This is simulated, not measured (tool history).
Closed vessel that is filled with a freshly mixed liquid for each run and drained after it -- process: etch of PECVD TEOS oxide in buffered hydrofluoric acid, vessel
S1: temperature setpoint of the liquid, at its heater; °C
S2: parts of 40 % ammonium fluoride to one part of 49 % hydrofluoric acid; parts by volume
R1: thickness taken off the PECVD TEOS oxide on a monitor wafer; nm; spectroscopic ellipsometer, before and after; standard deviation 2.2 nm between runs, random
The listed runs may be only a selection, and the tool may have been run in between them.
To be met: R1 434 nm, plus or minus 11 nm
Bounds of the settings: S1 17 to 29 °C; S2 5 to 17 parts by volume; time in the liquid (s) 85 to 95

{"run": 1, "day": 0.0, "S1": 21, "S2": 10.5, "time in the liquid (s)": 85, "R1": 230.45}
{"run": 2, "day": 0.083, "S1": 21, "S2": 10.5, "time in the liquid (s)": 95, "R1": 255.9}
{"run": 3, "day": 0.375, "S1": 21, "S2": 12.5, "time in the liquid (s)": 95, "R1": 215.67}
{"run": 4, "day": 0.704, "S1": 23.5, "S2": 11.5, "time in the liquid (s)": 95, "R1": 267.75}
{"run": 5, "day": 0.867, "S1": 23.5, "S2": 13, "time in the liquid (s)": 95, "R1": 239.67}
{"run": 6, "day": 0.933, "S1": 21, "S2": 13, "time in the liquid (s)": 95, "R1": 210.56}
{"run": 7, "day": 1.246, "S1": 23.5, "S2": 11.5, "time in the liquid (s)": 95, "R1": 269.5}
{"run": 8, "day": 1.375, "S1": 25.5, "S2": 10.5, "time in the liquid (s)": 95, "R1": 328.97}
{"run": 9, "day": 1.525, "S1": 26.5, "S2": 10, "time in the liquid (s)": 95, "R1": 362.85}
{"run": 10, "day": 1.783, "S1": 27.5, "S2": 10, "time in the liquid (s)": 95, "R1": 381.35}
{"run": 11, "day": 2.033, "S1": 28, "S2": 10, "time in the liquid (s)": 95, "R1": 391.17}
{"run": 12, "day": 2.225, "S1": 28.5, "S2": 10, "time in the liquid (s)": 95, "R1": 404.86}

4 candidate next runs follow, results not yet known. Just one meets every target within its allowed miss. Identify it.
{"run": "A", "day": 2.417, "S1": 28.5, "S2": 10.5, "time in the liquid (s)": 90, "R1": "?"}
{"run": "B", "day": 2.417, "S1": 29, "S2": 10, "time in the liquid (s)": 90, "R1": "?"}
{"run": "C", "day": 2.417, "S1": 29, "S2": 9, "time in the liquid (s)": 85, "R1": "?"}
{"run": "D", "day": 2.417, "S1": 28.5, "S2": 9, "time in the liquid (s)": 95, "R1": "?"}

move=A R1=366.85
move=B R1=394.97
move=C R1=398.53
move=D R1=433.81
A: further off than the last run
B: further off than the last run
C: further off than the last run
D: all results in spec
D is the move that brings every result within its allowed miss.
